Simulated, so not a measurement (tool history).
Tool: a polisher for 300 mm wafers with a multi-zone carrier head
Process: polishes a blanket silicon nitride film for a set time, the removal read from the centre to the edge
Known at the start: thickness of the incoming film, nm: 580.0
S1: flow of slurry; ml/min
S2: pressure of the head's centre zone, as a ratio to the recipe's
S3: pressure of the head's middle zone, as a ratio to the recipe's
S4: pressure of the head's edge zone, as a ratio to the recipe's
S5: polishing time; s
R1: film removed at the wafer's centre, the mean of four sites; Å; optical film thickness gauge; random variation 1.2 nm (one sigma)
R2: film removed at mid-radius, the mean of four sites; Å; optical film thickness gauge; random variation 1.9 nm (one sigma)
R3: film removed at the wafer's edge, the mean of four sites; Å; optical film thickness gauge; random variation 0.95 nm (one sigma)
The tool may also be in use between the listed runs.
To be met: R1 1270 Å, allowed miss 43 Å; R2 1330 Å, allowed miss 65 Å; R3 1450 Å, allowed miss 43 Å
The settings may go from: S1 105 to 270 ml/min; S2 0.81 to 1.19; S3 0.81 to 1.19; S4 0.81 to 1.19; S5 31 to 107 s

Run 1, hour 0: S1 175 ml/min, S2 1, S3 1, S4 1, S5 69 s. Result: R1 1131.8 Å, R2 1158.3 Å, R3 1130.6 Å.
Run 2, hour 3.2: S1 175 ml/min, S2 1, S3 1, S4 1.05, S5 69 s. Result: R1 1116.3 Å, R2 1122.7 Å, R3 1160.2 Å.
Run 3, hour 11.3: S1 175 ml/min, S2 1.06, S3 1, S4 1.05, S5 69 s. Result: R1 1167.7 Å, R2 1138.7 Å, R3 1160.6 Å.
Run 4, hour 17.3: S1 180 ml/min, S2 1.05, S3 1.01, S4 1.07, S5 70 s. Result: R1 1179.2 Å, R2 1147.5 Å, R3 1192.4 Å.
Run 5, hour 22.6: S1 185 ml/min, S2 1.04, S3 1.02, S4 1.08, S5 71 s. Result: R1 1209.4 Å, R2 1200.7 Å, R3 1196 Å.
Run 6, hour 30: S1 185 ml/min, S2 1.12, S3 1.02, S4 1.08, S5 71 s. Result: R1 1295.6 Å, R2 1203.5 Å, R3 1204.6 Å.
Run 7, hour 36.1: S1 185 ml/min, S2 1.1, S3 1.02, S4 1.09, S5 72 s. Result: R1 1308.4 Å, R2 1228.6 Å, R3 1227.1 Å.
Run 8, hour 38.9: S1 180 ml/min, S2 1.08, S3 1.02, S4 1.1, S5 73 s. Result: R1 1271.6 Å, R2 1227.3 Å, R3 1248.3 Å.
Run 9, hour 43.6: S1 180 ml/min, S2 1.07, S3 1.02, S4 1.11, S5 74 s. Result: R1 1281 Å, R2 1251.8 Å, R3 1282.4 Å.
Run 10, hour 51.5: S1 180 ml/min, S2 1.06, S3 1.02, S4 1.12, S5 75 s. Result: R1 1281.5 Å, R2 1297.4 Å, R3 1282.9 Å.
Run 11, hour 56.9: S1 180 ml/min, S2 1.05, S3 1.01, S4 1.13, S5 76 s. Result: R1 1286.6 Å, R2 1284.5 Å, R3 1303.9 Å.
Run 12, hour 65.5: S1 175 ml/min, S2 1.04, S3 1, S4 1.14, S5 77 s. Result: R1 1286.1 Å, R2 1298.9 Å, R3 1336.4 Å.
Run 13, hour 74.5: S1 175 ml/min, S2 1.03, S3 0.99, S4 1.15, S5 78 s. Result: R1 1275 Å, R2 1268.2 Å, R3 1373.2 Å.

4 next moves are on the table. One of them brings every result within its allowed miss. Which?
Run A, hour 83.5: S1 205 ml/min, S2 1.05, S3 1.01, S4 1.14, S5 74 s. Result: R1 ?, R2 ?, R3 ?.
Run B, hour 83.5: S1 105 ml/min, S2 0.97, S3 0.98, S4 1.07, S5 93 s. Result: R1 ?, R2 ?, R3 ?.
Run C, hour 83.5: S1 175 ml/min, S2 0.9, S3 0.95, S4 1.19, S5 86 s. Result: R1 ?, R2 ?, R3 ?.
Run D, hour 83.5: S1 140 ml/min, S2 1.01, S3 0.95, S4 1.19, S5 77 s. Result: R1 ?, R2 ?, R3 ?.

move      R1      R2      R3
   A  1261.2  1234.8  1328.2
   B  1233.2  1297.7  1449.3
   C  1228.1  1328.5  1549.3
   D  1164.8  1135.1  1341.4
A: further off than the last run
B: meets every target
C: takes the result that was furthest off past its target
D: further off than the last run
Answer: B

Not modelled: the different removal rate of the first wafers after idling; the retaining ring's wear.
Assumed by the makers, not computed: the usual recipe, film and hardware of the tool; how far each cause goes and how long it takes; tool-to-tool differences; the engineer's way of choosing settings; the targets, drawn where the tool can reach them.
